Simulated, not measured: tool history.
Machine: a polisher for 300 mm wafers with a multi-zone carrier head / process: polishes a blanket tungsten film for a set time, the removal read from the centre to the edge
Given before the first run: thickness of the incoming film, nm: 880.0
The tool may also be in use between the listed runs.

| run | hour | flow of slurry (ml/min) | pressure of the head's centre zone | pressure of the head's middle zone | pressure of the head's edge zone | abrasive content of the slurry | polishing time (s) | film removed at the wafer's centre (Å) | film removed at mid-radius (Å) | film removed at the wafer's edge (Å) |
|---|---|---|---|---|---|---|---|---|---|---|
| 1 | 0 | 140 | 1 | 1 | 1 | 1 | 40 | 3545.5 | 3508.5 | 3430 |
| 2 | 6 | 105 | 1 | 1 | 1 | 1 | 40 | 3211.4 | 3257.3 | 3275.2 |
| 3 | 6.8 | 105 | 1 | 1 | 1 | 0.85 | 40 | 3247.9 | 3175 | 3260.5 |
| 4 | 11.3 | 105 | 1 | 1 | 1.08 | 0.85 | 40 | 3201.2 | 3250.5 | 3390.8 |
| 5 | 17.2 | 125 | 1 | 1.02 | 1.08 | 0.85 | 40 | 3383.8 | 3448.1 | 3566.2 |
| 6 | 22.9 | 125 | 1 | 1.02 | 1.08 | 0.85 | 50 | 4173 | 4273.8 | 4516.2 |

What does the tool deliver on the next run?
| 7 | 24.7 | 125 | 1 | 1.04 | 1.03 | 0.85 | 50 | ? | ? | ? |

Logged for run 7: film removed at the wafer's centre (Å) 4290.2, film removed at mid-radius (Å) 4395.4, film removed at the wafer's edge (Å) 4261.2.
